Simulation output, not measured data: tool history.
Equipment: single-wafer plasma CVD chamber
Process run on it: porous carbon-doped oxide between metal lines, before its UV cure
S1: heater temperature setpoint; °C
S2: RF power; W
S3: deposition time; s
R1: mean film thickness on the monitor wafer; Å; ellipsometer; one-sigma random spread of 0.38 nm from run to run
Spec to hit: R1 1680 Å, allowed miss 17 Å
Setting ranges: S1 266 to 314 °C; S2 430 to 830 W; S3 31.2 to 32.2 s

run 1 hour=0 | S1=290 S2=630 S3=31.2 | R1=1958.7
run 2 hour=1.9 | S1=293 S2=630 S3=31.2 | R1=1916.5
run 3 hour=9.8 | S1=293 S2=630 S3=32.2 | R1=1987.2
run 4 hour=18.3 | S1=300 S2=630 S3=32.2 | R1=1898
run 5 hour=20.2 | S1=310 S2=630 S3=32.2 | R1=1798.8
run 6 hour=23.3 | S1=310 S2=630 S3=32.2 | R1=1797.4
-- hour=29 RF generator calibrated
run 7 hour=29 | S1=310 S2=625 S3=32.2 | R1=1834
run 8 hour=36.5 | S1=310 S2=615 S3=32.2 | R1=1826.3

Below are 4 possible settings for the next run. Only one of them brings all results inside the allowed miss of their targets. Which is it?
run A hour=44 | S1=311 S2=555 S3=31.2 | R1=?
run B hour=44 | S1=314 S2=635 S3=31.2 | R1=?
run C hour=44 | S1=302 S2=510 S3=31.8 | R1=?
run D hour=44 | S1=310 S2=570 S3=31.7 | R1=?

move=A R1=1650.1
move=B R1=1757.4
move=C R1=1681.7
move=D R1=1711.2
A: takes the result that was furthest off past its target
B: moves toward the targets from the last run without getting all of them in spec
C: all results land within tolerance of their targets
D: moves toward the targets from the last run without getting all of them in spec
Correct choice: C, which meets every target
